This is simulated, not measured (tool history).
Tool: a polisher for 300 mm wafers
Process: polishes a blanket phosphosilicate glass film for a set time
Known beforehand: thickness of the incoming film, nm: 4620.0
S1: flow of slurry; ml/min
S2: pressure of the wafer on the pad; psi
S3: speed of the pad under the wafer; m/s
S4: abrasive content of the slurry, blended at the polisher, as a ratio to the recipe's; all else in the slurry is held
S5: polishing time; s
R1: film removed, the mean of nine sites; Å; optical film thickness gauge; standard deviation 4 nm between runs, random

Run 1, day 0: S1 315 ml/min, S2 2.6 psi, S3 1.14 m/s, S4 1, S5 69 s. Result: R1 4569.1 Å.
Run 2, day 0.033: S1 315 ml/min, S2 2.6 psi, S3 1.14 m/s, S4 1, S5 69 s. Result: R1 4513.3 Å.
Run 3, day 0.375: S1 315 ml/min, S2 2.6 psi, S3 0.96 m/s, S4 1, S5 69 s. Result: R1 3950.7 Å.
Run 4, day 0.675: S1 375 ml/min, S2 2.6 psi, S3 0.96 m/s, S4 1, S5 69 s. Result: R1 4018 Å.
Run 5, day 1: S1 375 ml/min, S2 2.1 psi, S3 0.96 m/s, S4 1, S5 69 s. Result: R1 3475.7 Å.
Run 6, day 1.112: S1 340 ml/min, S2 2.1 psi, S3 0.96 m/s, S4 1, S5 69 s. Result: R1 3443.2 Å.

Expected results for the next run?
Run 7, day 1.442: S1 340 ml/min, S2 2.6 psi, S3 0.96 m/s, S4 1, S5 69 s. Result: R1 ?.

Run 7 gave R1 3954.9 Å.
